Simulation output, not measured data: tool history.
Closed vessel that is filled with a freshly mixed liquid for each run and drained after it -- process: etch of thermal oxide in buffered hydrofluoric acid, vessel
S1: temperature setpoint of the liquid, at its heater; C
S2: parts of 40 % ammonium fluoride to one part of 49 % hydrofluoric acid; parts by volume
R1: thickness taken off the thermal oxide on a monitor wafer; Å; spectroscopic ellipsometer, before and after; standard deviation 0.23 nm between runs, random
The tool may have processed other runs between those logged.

Run 1, day 0.000: S1 23.0 C, S2 21.0 parts by volume, time in the liquid (s) 100. Result: R1 501.53 Å.
Run 2, day 0.271: S1 23.0 C, S2 21.0 parts by volume, time in the liquid (s) 110. Result: R1 541.26 Å.
Run 3, day 0.471: S1 25.0 C, S2 21.0 parts by volume, time in the liquid (s) 110. Result: R1 617.95 Å.
Run 4, day 0.708: S1 25.0 C, S2 15.0 parts by volume, time in the liquid (s) 110. Result: R1 835.80 Å.
Run 5, day 1.075: S1 25.0 C, S2 15.0 parts by volume, time in the liquid (s) 100. Result: R1 762.63 Å.
Run 6, day 1.242: S1 23.5 C, S2 15.5 parts by volume, time in the liquid (s) 100. Result: R1 681.18 Å.
Run 7, day 1.304: S1 22.5 C, S2 16.5 parts by volume, time in the liquid (s) 100. Result: R1 606.98 Å.

Estimate the outcome of run 8 from the log above:
Run 8, day 1.475: S1 21.5 C, S2 17.0 parts by volume, time in the liquid (s) 100. Result: R1 ?.

Run 8 produced R1 554.95 Å.

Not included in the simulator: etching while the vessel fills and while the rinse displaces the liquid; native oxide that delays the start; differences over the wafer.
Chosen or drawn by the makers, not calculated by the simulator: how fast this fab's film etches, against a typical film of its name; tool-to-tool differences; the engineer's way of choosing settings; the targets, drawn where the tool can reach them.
